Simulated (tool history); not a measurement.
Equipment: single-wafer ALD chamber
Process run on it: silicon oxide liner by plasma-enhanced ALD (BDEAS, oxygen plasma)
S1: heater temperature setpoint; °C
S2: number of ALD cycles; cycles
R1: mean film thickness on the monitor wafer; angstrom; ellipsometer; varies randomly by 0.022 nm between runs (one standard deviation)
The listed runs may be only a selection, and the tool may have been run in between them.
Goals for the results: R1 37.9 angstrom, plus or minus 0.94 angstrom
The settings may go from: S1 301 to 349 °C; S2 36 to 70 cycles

run  hour   S1  S2      R1
  1     0  325  53  47.275
  2     8  319  53  47.425
  3  15.3  319  49  44.043
  4    24  319  55  49.964
  5  27.5  323  55  49.115
  6  33.3  323  51  45.962
     41.6  -- thermocouple changed; heater temperature recalibrated
  7  41.6  323  48  42.446
  8  43.8  324  47  41.835
  9  44.3  324  46  40.837
 10  51.8  324  45   39.62

5 candidate next runs follow, results not yet known. Just one meets every target within its allowed miss. Identify it.
  A  59.3  323  48   ?
  B  59.3  316  45   ?
  C  59.3  334  47   ?
  D  59.3  339  48   ?
  E  59.3  327  43   ?

move      R1
   A  42.573
   B  40.267
   C  41.103
   D  41.707
   E  37.944
A: its largest miss is bigger than the last run's
B: its largest miss is bigger than the last run's
C: its largest miss is bigger than the last run's
D: its largest miss is bigger than the last run's
E: meets every target
The move that meets every target is E.
